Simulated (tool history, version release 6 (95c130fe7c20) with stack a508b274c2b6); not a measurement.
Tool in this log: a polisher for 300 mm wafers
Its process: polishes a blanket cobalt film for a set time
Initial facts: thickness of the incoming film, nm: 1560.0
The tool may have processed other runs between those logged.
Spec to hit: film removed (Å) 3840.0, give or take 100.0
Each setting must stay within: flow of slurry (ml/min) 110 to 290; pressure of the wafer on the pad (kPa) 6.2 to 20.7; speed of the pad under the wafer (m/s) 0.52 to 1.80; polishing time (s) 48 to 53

run	hour	flow of slurry (ml/min)	pressure of the wafer on the pad (kPa)	speed of the pad under the wafer (m/s)	polishing time (s)	film removed (Å)
1	0.0	185	13.1	1.16	53	2799.2
2	8.5	185	15.9	1.16	53	3258.2
3	17.2	185	15.9	1.16	53	3267.3
4	22.0	185	15.9	1.02	53	2856.3
5	28.3	185	15.9	1.02	53	2884.1
6	33.9	190	16.5	1.02	53	3017.9
7	35.5	195	17.2	1.02	53	3113.6
8	38.3	195	17.9	1.02	53	3243.5
9	42.1	195	19.3	1.02	53	3404.8
10	42.6	200	19.3	1.02	53	3426.2

Which one of the following 4 next-run settings gets every result inside its allowed miss? There is exactly one.
A	43.1	210	20.0	1.04	53	?
B	43.1	180	20.7	0.96	50	?
C	43.1	200	20.7	1.10	52	?
D	43.1	205	20.0	0.92	48	?

move	film removed (Å)
A	3580.8
B	3154.2
C	3795.3
D	2872.6
A: gains on the last run, yet a result remains outside its allowed miss
B: its largest miss is bigger than the last run's
C: each result inside its tolerance
D: its largest miss is bigger than the last run's
Answer: C
